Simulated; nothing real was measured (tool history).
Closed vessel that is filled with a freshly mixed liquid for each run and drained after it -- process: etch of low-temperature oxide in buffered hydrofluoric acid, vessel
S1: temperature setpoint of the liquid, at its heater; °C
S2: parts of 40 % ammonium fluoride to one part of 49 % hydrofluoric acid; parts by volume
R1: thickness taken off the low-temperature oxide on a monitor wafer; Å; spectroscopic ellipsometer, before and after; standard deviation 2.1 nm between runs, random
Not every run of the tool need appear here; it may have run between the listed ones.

run 1 day=0.000 | S1=21.0 S2=11.0 time_in_the_liquid_(s)=35 | R1=1291.6
run 2 day=0.362 | S1=17.5 S2=11.0 time_in_the_liquid_(s)=35 | R1=1047.5
run 3 day=0.596 | S1=17.5 S2=9.0 time_in_the_liquid_(s)=35 | R1=1215.2
run 4 day=0.721 | S1=20.5 S2=8.0 time_in_the_liquid_(s)=35 | R1=1658.9
run 5 day=0.833 | S1=23.0 S2=8.0 time_in_the_liquid_(s)=35 | R1=1914.1
run 6 day=0.946 | S1=24.5 S2=8.0 time_in_the_liquid_(s)=35 | R1=2051.6
run 7 day=1.046 | S1=25.5 S2=7.5 time_in_the_liquid_(s)=35 | R1=2353.3

Expected results for the next run?
run 8 day=1.208 | S1=26.5 S2=7.5 time_in_the_liquid_(s)=35 | R1=?

R1: 2506.5 Å

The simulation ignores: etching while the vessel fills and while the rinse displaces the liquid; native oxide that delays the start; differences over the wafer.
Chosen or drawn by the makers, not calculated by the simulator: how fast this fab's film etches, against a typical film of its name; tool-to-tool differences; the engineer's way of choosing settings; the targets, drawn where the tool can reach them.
